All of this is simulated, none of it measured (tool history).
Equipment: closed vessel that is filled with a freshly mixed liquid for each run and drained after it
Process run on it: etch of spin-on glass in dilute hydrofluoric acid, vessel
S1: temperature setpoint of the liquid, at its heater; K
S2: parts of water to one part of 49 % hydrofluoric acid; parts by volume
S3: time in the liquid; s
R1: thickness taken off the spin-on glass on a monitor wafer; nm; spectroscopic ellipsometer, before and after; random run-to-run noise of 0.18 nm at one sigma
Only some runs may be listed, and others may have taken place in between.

Run 1, day 0: S1 297.15 K, S2 145 parts by volume, S3 30 s. Result: R1 9.1588 nm.
Run 2, day 0.346: S1 298.65 K, S2 130 parts by volume, S3 30 s. Result: R1 10.991 nm.
Run 3, day 0.388: S1 298.65 K, S2 170 parts by volume, S3 30 s. Result: R1 7.895 nm.
Run 4, day 0.504: S1 299.65 K, S2 150 parts by volume, S3 30 s. Result: R1 9.5474 nm.
Run 5, day 0.883: S1 300.65 K, S2 135 parts by volume, S3 30 s. Result: R1 11.315 nm.
Run 6, day 1.033: S1 300.65 K, S2 160 parts by volume, S3 30 s. Result: R1 9.2034 nm.
Run 7, day 1.088: S1 301.15 K, S2 140 parts by volume, S3 30 s. Result: R1 10.974 nm.
Run 8, day 1.471: S1 301.65 K, S2 125 parts by volume, S3 30 s. Result: R1 12.877 nm.
Run 9, day 1.558: S1 302.15 K, S2 115 parts by volume, S3 30 s. Result: R1 14.552 nm.
Run 10, day 1.671: S1 305.15 K, S2 60 parts by volume, S3 30 s. Result: R1 33.66 nm.
Run 11, day 1.738: S1 304.15 K, S2 60 parts by volume, S3 30 s. Result: R1 32.194 nm.
Run 12, day 1.883: S1 303.15 K, S2 60 parts by volume, S3 30 s. Result: R1 30.405 nm.
Run 13, day 1.958: S1 302.65 K, S2 60 parts by volume, S3 30 s. Result: R1 30.317 nm.

Predict the results of run 14:
Run 14, day 2.271: S1 301.65 K, S2 60 parts by volume, S3 30 s. Result: R1 ?.

Run 14 came out at R1 29.079 nm.
